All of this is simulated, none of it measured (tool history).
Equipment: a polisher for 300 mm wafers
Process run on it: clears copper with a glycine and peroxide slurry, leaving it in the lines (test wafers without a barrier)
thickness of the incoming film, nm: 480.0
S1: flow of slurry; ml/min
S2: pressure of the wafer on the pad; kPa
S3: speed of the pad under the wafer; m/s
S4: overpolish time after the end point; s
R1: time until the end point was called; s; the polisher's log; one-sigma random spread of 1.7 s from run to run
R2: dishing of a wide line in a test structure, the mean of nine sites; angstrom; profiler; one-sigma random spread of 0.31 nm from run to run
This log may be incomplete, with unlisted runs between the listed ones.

| run | hour | S1 | S2 | S3 | S4 | R1 | R2 |
|---|---|---|---|---|---|---|---|
| 1 | 0 | 150 | 19.3 | 1.06 | 19 | 84.457 | 412.62 |
| 2 | 7.9 | 170 | 19.3 | 1.06 | 19 | 84.987 | 403.62 |
| 3 | 16.1 | 180 | 17.2 | 1.12 | 17 | 87.845 | 376.88 |
| 4 | 21.1 | 180 | 17.2 | 1.12 | 23 | 88.445 | 422.79 |
|  | 23.8 | head pressure recalibrated |
| 5 | 23.8 | 190 | 15.9 | 1.16 | 20 | 81.701 | 404.53 |
| 6 | 24.4 | 195 | 14.5 | 1.14 | 18 | 86.808 | 376.37 |
| 7 | 25.3 | 200 | 13.8 | 1.12 | 16 | 91.335 | 355.98 |
| 8 | 28.5 | 205 | 13.1 | 1.12 | 14 | 98.44 | 334.46 |
| 9 | 34.5 | 210 | 12.4 | 1.14 | 13 | 99.913 | 312.29 |
| 10 | 40.2 | 230 | 9 | 1.44 | 6 | 108.82 | 179.13 |
| 11 | 47.8 | 230 | 9.7 | 1.44 | 6 | 99.185 | 184.55 |

The next listed run, before its measurement:
| 12 | 55.9 | 230 | 9.7 | 1.42 | 6 | ? | ? |

{"run 12": {"R1": 100.52, "R2": 188.46}}
